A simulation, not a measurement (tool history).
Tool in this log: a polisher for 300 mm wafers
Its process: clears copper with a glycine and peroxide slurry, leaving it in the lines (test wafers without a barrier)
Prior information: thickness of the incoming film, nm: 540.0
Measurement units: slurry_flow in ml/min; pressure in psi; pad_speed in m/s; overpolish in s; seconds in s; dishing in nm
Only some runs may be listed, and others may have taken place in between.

| run | hour | slurry_flow | pressure | pad_speed | overpolish | seconds | dishing |
|---|---|---|---|---|---|---|---|
| 1 | 0 | 165 | 2.1 | 0.9 | 9 | 147.04 | 25.565 |
| 2 | 1.4 | 160 | 1.7 | 1 | 7 | 159.69 | 18.287 |
| 3 | 3.9 | 140 | 1.7 | 1 | 7 | 163.1 | 18.006 |
| 4 | 7.7 | 125 | 1.5 | 1.12 | 6 | 170.14 | 15.324 |
| 5 | 11.5 | 125 | 1.3 | 1.22 | 5 | 178.87 | 12.358 |
| 6 | 14 | 125 | 1.3 | 1.42 | 5 | 164.39 | 13.189 |
| 7 | 17.5 | 160 | 1.2 | 1.42 | 4 | 169.49 | 10.544 |
| 8 | 18.6 | 195 | 1.2 | 1.42 | 4 | 166.07 | 10.614 |

For run 9, what comes out?
| 9 | 25.3 | 215 | 1.2 | 1.42 | 4 | ? | ? |

{"run 9": {"seconds": 162.91, "dishing": 10.706}}
